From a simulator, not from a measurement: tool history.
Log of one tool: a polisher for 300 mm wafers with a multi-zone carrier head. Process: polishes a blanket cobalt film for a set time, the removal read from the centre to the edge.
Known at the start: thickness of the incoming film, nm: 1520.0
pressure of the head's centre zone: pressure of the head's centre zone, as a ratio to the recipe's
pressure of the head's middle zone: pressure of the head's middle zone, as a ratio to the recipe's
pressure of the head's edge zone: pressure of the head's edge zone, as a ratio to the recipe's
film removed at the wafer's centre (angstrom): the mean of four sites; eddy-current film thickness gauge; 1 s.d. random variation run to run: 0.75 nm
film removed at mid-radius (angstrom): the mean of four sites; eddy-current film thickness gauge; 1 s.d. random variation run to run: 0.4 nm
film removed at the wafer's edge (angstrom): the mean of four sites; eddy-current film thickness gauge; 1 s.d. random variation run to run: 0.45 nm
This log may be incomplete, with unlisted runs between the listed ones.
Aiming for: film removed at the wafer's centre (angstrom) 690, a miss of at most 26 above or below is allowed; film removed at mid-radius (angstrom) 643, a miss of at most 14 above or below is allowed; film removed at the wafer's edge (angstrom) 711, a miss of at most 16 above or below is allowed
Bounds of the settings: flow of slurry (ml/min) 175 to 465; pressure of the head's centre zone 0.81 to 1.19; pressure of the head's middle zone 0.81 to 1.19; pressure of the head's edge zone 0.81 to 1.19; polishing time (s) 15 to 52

run  hour  flow of slurry (ml/min)  pressure of the head's centre zone  pressure of the head's middle zone  pressure of the head's edge zone  polishing time (s)  film removed at the wafer's centre (angstrom)  film removed at mid-radius (angstrom)  film removed at the wafer's edge (angstrom)
  1     0                      295                                   1                                   1                                 1                  33                                         1182.3                                 1179.2                                       1151.3
  2   6.2                      245                                   1                                   1                                 1                  33                                         1164.8                                 1171.4                                       1150.3
  3     8                      245                                1.06                                   1                                 1                  33                                           1220                                   1163                                       1140.6
  4  12.8                      295                                1.06                                   1                                 1                  33                                         1241.9                                 1197.9                                         1152
  5  13.6                      245                                1.06                                   1                                 1                  33                                         1224.7                                 1174.6                                       1141.9
  6  20.9                      285                                1.06                                   1                                 1                  33                                           1231                                 1189.6                                       1159.3
  7  24.5                      275                                1.03                                0.97                              0.98                  31                                         1121.8                                   1085                                       1080.9
  8    26                      270                                1.02                                0.95                              0.96                  29                                         1047.4                                  993.9                                       997.44
  9    32                      205                                0.92                                0.85                              0.89                  19                                         597.26                                 584.11                                       624.68
 10  38.3                      230                                0.93                                0.85                               0.9                  19                                         627.62                                 594.04                                       635.59
 11  41.8                      245                                0.93                                0.85                              0.92                  19                                         617.67                                 598.08                                       642.21
 12  47.6                      265                                0.94                                0.85                              0.94                  19                                         623.96                                 596.79                                       649.21
 13  54.2                      275                                0.95                                0.86                              0.96                  19                                         639.72                                 606.75                                       651.42
 14    57                      280                                0.96                                0.86                              0.98                  19                                          656.1                                 605.34                                       662.16
 15  61.6                      280                                0.96                                0.86                              0.98                  19                                         646.23                                 609.51                                        659.7
 16  64.2                      365                                0.99                                0.88                              1.08                  19                                         694.44                                 632.58                                       693.43
 17  71.1                      365                                0.99                                0.88                              1.09                  19                                         677.19                                 628.45                                       685.29
 18    77                      405                                   1                                0.88                              1.14                  20                                         737.51                                 664.09                                       746.06
 19  78.1                      330                                0.98                                0.88                               1.1                  20                                         708.27                                 655.95                                       715.44
 20  85.9                      330                                0.97                                0.87                               1.1                  20                                         687.15                                 652.96                                       719.16

Exercise: of the 4 proposed moves below, exactly one satisfies all targets within the stated allowed misses. Which move is it?
  A  93.7                      320                                1.03                                0.96                              1.14                  19                                              ?                                      ?                                            ?
  B  93.7                      385                                 0.9                                0.89                              1.11                  20                                              ?                                      ?                                            ?
  C  93.7                      315                                0.87                                0.88                              1.04                  21                                              ?                                      ?                                            ?
  D  93.7                      380                                0.94                                0.84                              0.98                  20                                              ?                                      ?                                            ?

move  film removed at the wafer's centre (angstrom)  film removed at mid-radius (angstrom)  film removed at the wafer's edge (angstrom)
   A                                         704.92                                 666.05                                       696.52
   B                                         658.97                                 670.79                                       734.89
   C                                         658.24                                 688.08                                        746.8
   D                                         686.97                                 641.25                                       705.92
A: moves away from the targets compared with the last run
B: moves away from the targets compared with the last run
C: moves away from the targets compared with the last run
D: meets every target
Correct choice: D, which meets every target
